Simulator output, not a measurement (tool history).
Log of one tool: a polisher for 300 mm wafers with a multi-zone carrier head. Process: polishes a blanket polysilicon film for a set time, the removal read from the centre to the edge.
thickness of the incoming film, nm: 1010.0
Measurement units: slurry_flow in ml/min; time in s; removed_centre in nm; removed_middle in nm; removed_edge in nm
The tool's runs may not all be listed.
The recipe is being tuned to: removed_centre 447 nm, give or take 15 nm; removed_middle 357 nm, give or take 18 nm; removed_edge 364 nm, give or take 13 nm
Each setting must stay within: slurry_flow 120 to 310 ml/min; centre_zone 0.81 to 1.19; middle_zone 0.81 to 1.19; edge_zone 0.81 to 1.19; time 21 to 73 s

Run 1, day 0: slurry_flow 200 ml/min, centre_zone 1, middle_zone 1, edge_zone 1, time 47 s. Result: removed_centre 298.82 nm, removed_middle 294.34 nm, removed_edge 288.2 nm.
Run 2, day 0.033: slurry_flow 210 ml/min, centre_zone 1.04, middle_zone 1, edge_zone 1.02, time 49 s. Result: removed_centre 321.07 nm, removed_middle 306.31 nm, removed_edge 301.63 nm.
Run 3, day 0.238: slurry_flow 210 ml/min, centre_zone 1.1, middle_zone 1, edge_zone 1.02, time 49 s. Result: removed_centre 336.27 nm, removed_middle 305.52 nm, removed_edge 299.54 nm.
Run 4, day 0.317: slurry_flow 210 ml/min, centre_zone 1.1, middle_zone 1.05, edge_zone 1.02, time 49 s. Result: removed_centre 345.74 nm, removed_middle 323.68 nm, removed_edge 299.9 nm.
Run 5, day 0.692: slurry_flow 210 ml/min, centre_zone 1.1, middle_zone 0.97, edge_zone 1.02, time 49 s. Result: removed_centre 337.36 nm, removed_middle 301.87 nm, removed_edge 306.14 nm.
Run 6, day 1.046: slurry_flow 210 ml/min, centre_zone 1.04, middle_zone 0.97, edge_zone 1.02, time 49 s. Result: removed_centre 318.29 nm, removed_middle 291.97 nm, removed_edge 300.77 nm.
Run 7, day 1.292: slurry_flow 220 ml/min, centre_zone 1.07, middle_zone 0.97, edge_zone 1.02, time 51 s. Result: removed_centre 341.56 nm, removed_middle 307.13 nm, removed_edge 317.47 nm.
Run 8, day 1.379: slurry_flow 225 ml/min, centre_zone 1.1, middle_zone 0.97, edge_zone 1.01, time 53 s. Result: removed_centre 376.1 nm, removed_middle 339.58 nm, removed_edge 320.85 nm.
Run 9, day 1.721: slurry_flow 230 ml/min, centre_zone 1.12, middle_zone 0.96, edge_zone 1.03, time 54 s. Result: removed_centre 381.56 nm, removed_middle 333.89 nm, removed_edge 332.54 nm.
Run 10, day 1.996: slurry_flow 235 ml/min, centre_zone 1.14, middle_zone 0.95, edge_zone 1.03, time 55 s. Result: removed_centre 398.7 nm, removed_middle 339.03 nm, removed_edge 342.27 nm.

Which single option among these 5 for the next run brings every result within its allowed miss of target? Just one does.
Run A, day 2.271: slurry_flow 260 ml/min, centre_zone 1.19, middle_zone 0.96, edge_zone 1.05, time 58 s. Result: removed_centre ?, removed_middle ?, removed_edge ?.
Run B, day 2.271: slurry_flow 230 ml/min, centre_zone 1.16, middle_zone 0.89, edge_zone 1.1, time 56 s. Result: removed_centre ?, removed_middle ?, removed_edge ?.
Run C, day 2.271: slurry_flow 275 ml/min, centre_zone 0.97, middle_zone 0.92, edge_zone 0.91, time 53 s. Result: removed_centre ?, removed_middle ?, removed_edge ?.
Run D, day 2.271: slurry_flow 235 ml/min, centre_zone 1.19, middle_zone 0.89, edge_zone 0.81, time 57 s. Result: removed_centre ?, removed_middle ?, removed_edge ?.
Run E, day 2.271: slurry_flow 240 ml/min, centre_zone 1.08, middle_zone 1.02, edge_zone 1.05, time 58 s. Result: removed_centre ?, removed_middle ?, removed_edge ?.

move  removed_centre  removed_middle  removed_edge
   A          445.52          359.96        365.92
   B           414.3          324.14        359.17
   C          332.96          319.94        313.51
   D          433.56          330.61        317.04
   E          401.26          375.54        363.82
A: every result lands within tolerance
B: better than the last run, though not everything is in spec
C: lands further from the targets than the last run did
D: the furthest-off result lands on target, but another misses its tolerance
E: better than the last run, though not everything is in spec
A is the move that brings every result within its allowed miss.

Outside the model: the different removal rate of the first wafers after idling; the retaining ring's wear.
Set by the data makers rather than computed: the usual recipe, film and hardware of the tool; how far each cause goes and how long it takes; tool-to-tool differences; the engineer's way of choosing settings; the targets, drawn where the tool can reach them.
